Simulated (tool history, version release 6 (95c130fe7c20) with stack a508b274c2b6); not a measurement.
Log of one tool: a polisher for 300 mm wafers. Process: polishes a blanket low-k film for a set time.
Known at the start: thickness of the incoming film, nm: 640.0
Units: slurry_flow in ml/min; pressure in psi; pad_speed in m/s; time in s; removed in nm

| run | hour | slurry_flow | pressure | pad_speed | slurry_solids | time | removed |
|---|---|---|---|---|---|---|---|
| 1 | 0 | 295 | 2.2 | 0.98 | 1 | 78 | 37.861 |
| 2 | 6.7 | 295 | 2.1 | 0.98 | 1 | 78 | 37.378 |
| 3 | 7.6 | 295 | 2.1 | 0.98 | 0.85 | 78 | 33.945 |
| 4 | 8.5 | 295 | 2.1 | 1.08 | 0.85 | 78 | 36.834 |
| 5 | 17 | 295 | 2.1 | 1.28 | 0.85 | 78 | 41.994 |
| 6 | 24.7 | 295 | 2.1 | 1.28 | 0.65 | 78 | 34.849 |
| 7 | 32.1 | 295 | 2 | 1.28 | 0.65 | 78 | 32.884 |

The next listed run, before its measurement:
| 8 | 33.7 | 295 | 1.9 | 1.28 | 0.65 | 78 | ? |

{"run 8": {"removed": 32.262}}
